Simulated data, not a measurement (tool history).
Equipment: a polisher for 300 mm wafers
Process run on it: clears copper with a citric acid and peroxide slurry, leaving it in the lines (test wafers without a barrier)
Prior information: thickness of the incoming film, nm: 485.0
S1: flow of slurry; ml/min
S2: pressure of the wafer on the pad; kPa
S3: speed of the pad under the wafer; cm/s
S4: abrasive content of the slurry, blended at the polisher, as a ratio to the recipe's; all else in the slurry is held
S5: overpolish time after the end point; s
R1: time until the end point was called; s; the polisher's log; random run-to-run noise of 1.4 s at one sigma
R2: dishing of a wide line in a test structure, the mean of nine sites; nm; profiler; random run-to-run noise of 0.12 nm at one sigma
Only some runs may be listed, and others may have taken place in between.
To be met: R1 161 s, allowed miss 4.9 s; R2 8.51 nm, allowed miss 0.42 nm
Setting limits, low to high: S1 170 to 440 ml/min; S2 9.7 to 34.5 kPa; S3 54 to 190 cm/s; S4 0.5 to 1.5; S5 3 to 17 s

run	day	S1	S2	S3	S4	S5	R1	R2
1	0	280	22.1	122	1	9	175.42	17.109
2	0.3	285	22.1	122	1	8	171.88	14.874
3	0.438	290	22.1	122	1	7	175.12	13.513
4	0.517	315	22.1	122	1	6	171.31	11.806
5	0.833	245	22.1	122	1	6	176.29	11.518
6	1.025	245	22.1	100	1	6	215.66	9.6651
7	1.283	245	23.4	100	1	5	203.67	8.141
8	1.342	250	24.8	100	1	5	197.29	8.8393
9	1.6	255	26.2	100	1	5	188.03	9.1468
10	1.675	260	26.9	100	1	5	182.04	9.3577
11	1.808	265	27.6	100	1	5	176.75	9.511
12	1.904	270	28.3	100	1	5	176.13	9.8696
13	1.967	270	29	100	1	5	170.12	9.9482
14	2.108	285	30.3	100	1	3	162.18	6.466

Pick the move, out of 5, that brings all results within their allowed miss; only one does.
A	2.25	305	31.7	94	1.2	4	?	?
B	2.25	245	31.7	88	1.2	5	?	?
C	2.25	340	26.9	120	1.05	4	?	?
D	2.25	310	31.7	106	0.95	4	?	?
E	2.25	360	29.6	96	0.9	5	?	?

move	R1	R2
A	158.61	8.4409
B	172.72	9.6469
C	146.72	9.0901
D	149.01	8.9672
E	172.49	9.6534
A: every result lands within tolerance
B: the result that was furthest off in the last run now lies on the other side of its target
C: the result that was furthest off in the last run now lies on the other side of its target
D: the result that was furthest off in the last run now lies on the other side of its target
E: the result that was furthest off in the last run now lies on the other side of its target
Move A is the one to make.
